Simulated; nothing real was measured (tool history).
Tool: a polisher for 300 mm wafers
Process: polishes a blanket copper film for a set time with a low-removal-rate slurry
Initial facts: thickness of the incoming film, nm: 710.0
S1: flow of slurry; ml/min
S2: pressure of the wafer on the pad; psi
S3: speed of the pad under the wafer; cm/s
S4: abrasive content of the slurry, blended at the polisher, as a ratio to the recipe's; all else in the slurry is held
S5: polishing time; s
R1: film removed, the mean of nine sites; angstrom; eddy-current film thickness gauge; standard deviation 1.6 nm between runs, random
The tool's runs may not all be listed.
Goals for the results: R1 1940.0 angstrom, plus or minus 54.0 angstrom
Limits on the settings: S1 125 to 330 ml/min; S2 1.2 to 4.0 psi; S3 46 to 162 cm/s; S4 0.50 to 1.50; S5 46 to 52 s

{"run": 1, "hour": 0.0, "S1": 210, "S2": 2.6, "S3": 104, "S4": 1.0, "S5": 52, "R1": 1593.4}
{"run": 2, "hour": 6.1, "S1": 210, "S2": 2.6, "S3": 104, "S4": 1.0, "S5": 52, "R1": 1573.8}
{"run": 3, "hour": 9.8, "S1": 210, "S2": 2.7, "S3": 104, "S4": 1.0, "S5": 52, "R1": 1615.0}
{"run": 4, "hour": 13.6, "S1": 210, "S2": 2.8, "S3": 104, "S4": 1.0, "S5": 52, "R1": 1666.2}
{"run": 5, "hour": 16.4, "S1": 210, "S2": 2.2, "S3": 104, "S4": 1.0, "S5": 52, "R1": 1427.2}
{"run": 6, "hour": 22.7, "S1": 210, "S2": 2.2, "S3": 80, "S4": 1.0, "S5": 52, "R1": 1115.0}
{"run": 7, "hour": 25.5, "S1": 210, "S2": 2.4, "S3": 80, "S4": 1.0, "S5": 52, "R1": 1176.3}
{"run": 8, "hour": 32.9, "S1": 210, "S2": 2.6, "S3": 80, "S4": 1.0, "S5": 52, "R1": 1230.3}
{"run": 9, "hour": 38.9, "S1": 210, "S2": 2.7, "S3": 80, "S4": 1.0, "S5": 52, "R1": 1257.3}
{"run": 10, "hour": 40.1, "S1": 210, "S2": 2.8, "S3": 80, "S4": 1.0, "S5": 52, "R1": 1305.1}
{"run": 11, "hour": 44.9, "S1": 210, "S2": 2.9, "S3": 80, "S4": 1.0, "S5": 52, "R1": 1328.4}
{"run": 12, "hour": 52.2, "S1": 210, "S2": 3.0, "S3": 80, "S4": 1.0, "S5": 52, "R1": 1353.8}
{"run": 13, "hour": 56.1, "S1": 210, "S2": 3.1, "S3": 80, "S4": 1.0, "S5": 52, "R1": 1375.0}
{"run": 14, "hour": 58.1, "S1": 215, "S2": 3.2, "S3": 82, "S4": 1.0, "S5": 52, "R1": 1446.6}
{"run": 15, "hour": 63.4, "S1": 225, "S2": 3.9, "S3": 84, "S4": 1.0, "S5": 52, "R1": 1703.0}
{"run": 16, "hour": 64.2, "S1": 225, "S2": 3.9, "S3": 86, "S4": 1.0, "S5": 52, "R1": 1755.9}

Pick the move, out of 5, that brings all results within their allowed miss; only one does.
{"run": "A", "hour": 65.0, "S1": 215, "S2": 4.0, "S3": 104, "S4": 0.9, "S5": 52, "R1": "?"}
{"run": "B", "hour": 65.0, "S1": 240, "S2": 3.8, "S3": 98, "S4": 0.9, "S5": 52, "R1": "?"}
{"run": "C", "hour": 65.0, "S1": 225, "S2": 3.9, "S3": 92, "S4": 1.0, "S5": 48, "R1": "?"}
{"run": "D", "hour": 65.0, "S1": 225, "S2": 4.0, "S3": 100, "S4": 1.0, "S5": 52, "R1": "?"}
{"run": "E", "hour": 65.0, "S1": 210, "S2": 3.4, "S3": 116, "S4": 0.85, "S5": 52, "R1": "?"}

move=A R1=2091.5
move=B R1=1925.0
move=C R1=1730.3
move=D R1=2069.8
move=E R1=2040.6
A: takes the biggest miss from the last run beyond its target
B: each result inside its tolerance
C: its largest miss is bigger than the last run's
D: takes the biggest miss from the last run beyond its target
E: takes the biggest miss from the last run beyond its target
Go with B: it meets all targets.
